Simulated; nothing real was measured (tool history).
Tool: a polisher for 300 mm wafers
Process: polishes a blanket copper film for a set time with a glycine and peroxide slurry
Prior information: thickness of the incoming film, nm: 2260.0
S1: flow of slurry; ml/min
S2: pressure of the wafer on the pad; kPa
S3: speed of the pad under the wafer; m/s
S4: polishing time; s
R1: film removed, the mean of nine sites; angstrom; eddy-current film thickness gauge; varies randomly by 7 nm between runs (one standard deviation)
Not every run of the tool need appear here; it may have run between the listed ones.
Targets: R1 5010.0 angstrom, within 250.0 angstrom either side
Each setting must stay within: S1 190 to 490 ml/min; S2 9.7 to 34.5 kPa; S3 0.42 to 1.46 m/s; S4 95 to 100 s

run,hour,S1,S2,S3,S4,R1
1,0.0,315,22.1,0.94,95,6403.2
2,3.0,315,22.1,0.94,100,6712.4
3,3.6,315,20.7,0.94,100,6479.1
4,8.7,315,24.8,0.94,100,7402.1
5,9.5,315,23.4,0.92,100,6974.6
6,11.2,315,23.4,0.92,100,7043.1
7,19.6,315,22.1,0.92,100,6775.3
8,20.3,315,20.7,0.90,100,6290.8
9,21.3,315,14.5,0.86,100,4767.1

4 candidate next runs follow, results not yet known. Just one meets every target within its allowed miss. Identify it.
A,22.3,330,16.5,0.72,95,?
B,22.3,330,17.2,0.76,95,?
C,22.3,300,15.2,0.88,100,?
D,22.3,255,17.2,0.70,98,?

move,R1
A,4274.4
B,4575.2
C,4907.2
D,4316.2
A: misses by more than the last run did
B: misses by more than the last run did
C: hits every target within its allowed miss
D: misses by more than the last run did
The right move is C.
